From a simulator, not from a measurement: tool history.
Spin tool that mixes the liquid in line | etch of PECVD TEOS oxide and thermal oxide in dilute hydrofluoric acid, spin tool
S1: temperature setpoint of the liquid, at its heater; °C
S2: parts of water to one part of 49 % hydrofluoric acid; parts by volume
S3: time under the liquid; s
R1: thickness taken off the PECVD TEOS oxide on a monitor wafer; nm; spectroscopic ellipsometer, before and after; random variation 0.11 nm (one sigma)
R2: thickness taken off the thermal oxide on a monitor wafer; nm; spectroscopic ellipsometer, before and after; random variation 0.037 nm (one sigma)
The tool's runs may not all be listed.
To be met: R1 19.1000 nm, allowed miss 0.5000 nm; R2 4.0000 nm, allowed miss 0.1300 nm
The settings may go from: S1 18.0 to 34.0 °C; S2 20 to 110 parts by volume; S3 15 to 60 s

run,day,S1,S2,S3,R1,R2
1,0.000,26.0,60,30,12.7190,2.6868
2,0.242,26.0,75,30,9.8697,2.0884
3,0.338,28.5,70,30,11.7650,2.5001
4,0.504,28.5,60,30,14.0470,2.9529
5,0.871,28.5,40,30,21.9750,4.6067
6,1.000,28.5,60,30,14.0490,2.9307
7,1.058,30.0,55,30,16.3210,3.4204
8,1.208,31.0,55,30,17.1040,3.6144
9,1.333,32.0,55,30,17.8200,3.7317
10,1.700,32.5,55,30,18.0600,3.7933
11,2.046,33.0,55,30,18.3880,3.8328

Which of these 4 next moves meets every target?
A,2.392,30.0,55,35,?,?
B,2.392,34.0,35,20,?,?
C,2.392,34.0,50,25,?,?
D,2.392,31.5,55,35,?,?

move,R1,R2
A,19.2470,3.9920
B,20.8550,4.3255
C,17.7840,3.6886
D,20.4000,4.2313
A: meets every target
B: takes the result that was furthest off past its target
C: further off than the last run
D: takes the result that was furthest off past its target
The right move is A.

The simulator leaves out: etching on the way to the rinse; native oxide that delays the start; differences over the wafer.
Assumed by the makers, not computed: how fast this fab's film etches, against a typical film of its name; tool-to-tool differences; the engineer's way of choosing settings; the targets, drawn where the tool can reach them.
